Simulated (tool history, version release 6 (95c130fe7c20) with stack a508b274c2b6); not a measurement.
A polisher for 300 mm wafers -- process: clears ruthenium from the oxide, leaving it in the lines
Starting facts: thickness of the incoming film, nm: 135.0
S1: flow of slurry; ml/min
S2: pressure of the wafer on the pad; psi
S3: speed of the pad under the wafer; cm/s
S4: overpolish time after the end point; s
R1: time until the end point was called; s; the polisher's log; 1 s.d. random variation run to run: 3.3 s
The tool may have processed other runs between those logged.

| run | day | S1 | S2 | S3 | S4 | R1 |
|---|---|---|---|---|---|---|
| 1 | 0.000 | 125 | 2.2 | 76 | 12 | 157.26 |
| 2 | 0.300 | 125 | 2.1 | 76 | 12 | 161.46 |
| 3 | 0.533 | 125 | 2.5 | 76 | 12 | 136.13 |
| 4 | 0.762 | 125 | 2.8 | 76 | 12 | 120.08 |
| 5 | 0.892 | 155 | 2.8 | 76 | 12 | 118.67 |
| 6 | 1.192 | 155 | 2.8 | 90 | 12 | 102.41 |
| 7 | 1.317 | 155 | 2.5 | 88 | 12 | 116.40 |
| 8 | 1.438 | 155 | 2.3 | 86 | 12 | 128.73 |
| 9 | 1.462 | 155 | 2.1 | 86 | 12 | 142.36 |
| 10 | 1.808 | 155 | 1.9 | 86 | 12 | 155.71 |
| 11 | 1.858 | 155 | 1.8 | 86 | 12 | 160.86 |
| 12 | 2.167 | 155 | 1.7 | 86 | 12 | 174.21 |

Run 13 is up next; what results do you expect?
| 13 | 2.238 | 145 | 1.3 | 84 | 12 | ? |

{"run 13": {"R1": 229.77}}
